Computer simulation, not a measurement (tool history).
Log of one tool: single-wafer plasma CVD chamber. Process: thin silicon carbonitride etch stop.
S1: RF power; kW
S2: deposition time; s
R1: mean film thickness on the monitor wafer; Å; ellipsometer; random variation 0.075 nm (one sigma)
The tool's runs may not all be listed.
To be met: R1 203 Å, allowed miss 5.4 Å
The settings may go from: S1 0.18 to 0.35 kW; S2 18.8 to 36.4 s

run	hour	S1	S2	R1
1	0	0.265	27.6	173.75
2	6.3	0.265	24.7	155.78
3	10.2	0.27	25.6	162.15
4	11.7	0.275	26.4	168.13
5	14.9	0.24	26.4	161.59
6	17.6	0.22	26.4	157.94
7	21	0.23	27.2	164.71
8	23.7	0.23	27.2	164.64
# hour 27.5: RF generator calibrated
9	27.5	0.24	27.9	172.81
10	32.6	0.25	28.3	177.23
11	35.8	0.255	28.6	179.42
12	37.4	0.26	28.9	183.09
13	44.1	0.265	29.1	184.34

4 next moves are on the table. One of them brings every result within its allowed miss. Which?
A	50.8	0.265	29.7	?
B	50.8	0.285	31.1	?
C	50.8	0.31	32.2	?
D	50.8	0.29	33.1	?

move	R1
A	188.11
B	200.78
C	212.57
D	214.68
A: nearer than the last run, and not there yet
B: meets every target
C: takes the result that was furthest off past its target
D: takes the result that was furthest off past its target
Move B is the one to make.
